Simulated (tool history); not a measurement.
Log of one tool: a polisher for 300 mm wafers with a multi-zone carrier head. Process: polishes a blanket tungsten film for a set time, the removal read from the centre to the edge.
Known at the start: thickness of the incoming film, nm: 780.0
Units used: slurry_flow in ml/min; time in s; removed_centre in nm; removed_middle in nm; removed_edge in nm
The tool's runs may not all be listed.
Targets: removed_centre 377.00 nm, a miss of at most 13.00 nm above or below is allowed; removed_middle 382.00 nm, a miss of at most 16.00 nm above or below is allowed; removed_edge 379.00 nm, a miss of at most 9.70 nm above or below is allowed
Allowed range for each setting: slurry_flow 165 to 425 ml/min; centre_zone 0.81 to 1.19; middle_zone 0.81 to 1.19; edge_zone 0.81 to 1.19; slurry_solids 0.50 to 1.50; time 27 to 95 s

run	hour	slurry_flow	centre_zone	middle_zone	edge_zone	slurry_solids	time	removed_centre	removed_middle	removed_edge
1	0.0	275	1.00	1.00	1.00	1.00	61	267.22	260.57	264.52
2	2.4	275	1.00	1.00	1.00	1.15	61	271.25	266.06	271.79
3	4.0	280	1.01	1.01	1.02	1.20	62	284.69	273.63	281.94
4	10.4	280	1.01	1.02	1.03	1.25	63	287.81	284.59	291.51
5	11.7	280	1.01	1.02	1.03	1.25	51	229.14	230.58	236.20
6	12.7	280	1.01	1.02	1.08	1.25	51	235.80	235.70	240.16
7	16.2	285	1.01	1.03	1.09	1.30	53	251.29	246.07	255.31
8	20.6	290	1.01	1.04	1.10	1.30	55	257.86	257.45	263.71
9	28.7	290	1.01	1.05	1.11	1.30	57	264.28	265.73	277.09
10	30.5	295	1.02	1.07	1.11	1.30	59	276.82	276.27	287.61
11	38.8	295	1.03	1.08	1.10	1.30	61	295.75	294.21	294.76
12	41.0	295	1.03	1.09	1.11	1.30	62	297.17	298.49	304.76
13	42.5	295	1.04	1.10	1.11	1.30	63	300.37	307.16	308.02
14	43.7	300	1.05	1.11	1.12	1.30	64	307.16	316.66	314.76
15	51.3	305	1.06	1.11	1.13	1.30	65	314.09	319.73	316.41

4 next moves are on the table. One of them brings every result within its allowed miss. Which?
A	58.9	265	1.09	1.18	1.19	1.20	77	?	?	?
B	58.9	260	1.11	1.19	1.18	1.20	83	?	?	?
C	58.9	345	1.04	1.10	1.11	1.40	70	?	?	?
D	58.9	375	0.94	0.96	1.19	1.45	76	?	?	?

move	removed_centre	removed_middle	removed_edge
A	378.55	377.48	376.19
B	414.53	408.34	402.96
C	350.21	347.90	349.10
D	348.62	349.95	398.82
A: every result within its allowed miss
B: takes the biggest miss from the last run beyond its target
C: nearer than the last run, and not there yet
D: takes the biggest miss from the last run beyond its target
A meets every target.

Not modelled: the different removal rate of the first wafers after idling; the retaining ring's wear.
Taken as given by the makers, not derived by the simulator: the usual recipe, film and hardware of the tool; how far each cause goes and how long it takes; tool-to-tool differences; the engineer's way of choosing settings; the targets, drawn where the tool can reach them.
